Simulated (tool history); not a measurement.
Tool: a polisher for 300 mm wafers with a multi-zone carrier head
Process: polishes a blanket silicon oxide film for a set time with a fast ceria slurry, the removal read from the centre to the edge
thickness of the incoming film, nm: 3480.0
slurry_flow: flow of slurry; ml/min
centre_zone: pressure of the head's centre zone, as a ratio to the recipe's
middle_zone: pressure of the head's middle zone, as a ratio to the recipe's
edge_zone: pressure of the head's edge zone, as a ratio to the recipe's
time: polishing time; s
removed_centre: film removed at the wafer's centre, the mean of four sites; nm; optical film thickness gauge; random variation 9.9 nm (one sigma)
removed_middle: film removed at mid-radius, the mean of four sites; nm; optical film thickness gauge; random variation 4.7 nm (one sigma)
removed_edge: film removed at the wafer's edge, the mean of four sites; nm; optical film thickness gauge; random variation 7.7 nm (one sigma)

run	hour	slurry_flow	centre_zone	middle_zone	edge_zone	time	removed_centre	removed_middle	removed_edge
1	0.0	145	1.00	1.00	1.00	64	1410.90	1331.80	1331.40
2	2.0	145	0.94	1.00	1.00	64	1330.30	1362.60	1323.10
3	4.0	145	1.01	1.00	1.00	64	1417.70	1336.50	1332.90
4	11.3	130	0.96	0.96	0.95	54	1131.50	1078.70	1075.10
5	19.9	120	0.92	0.92	0.91	49	950.54	915.03	957.26
6	25.7	120	0.91	0.92	0.88	45	850.49	841.79	853.39
# hour 34.4: centre zone pressure recalibrated
7	34.4	120	0.90	0.91	0.86	43	790.17	798.04	815.13

The next listed run, before its measurement:
8	41.8	115	0.91	0.91	0.84	42	?	?	?

{"run 8": {"removed_centre": 739.03, "removed_middle": 769.58, "removed_edge": 782.94}}
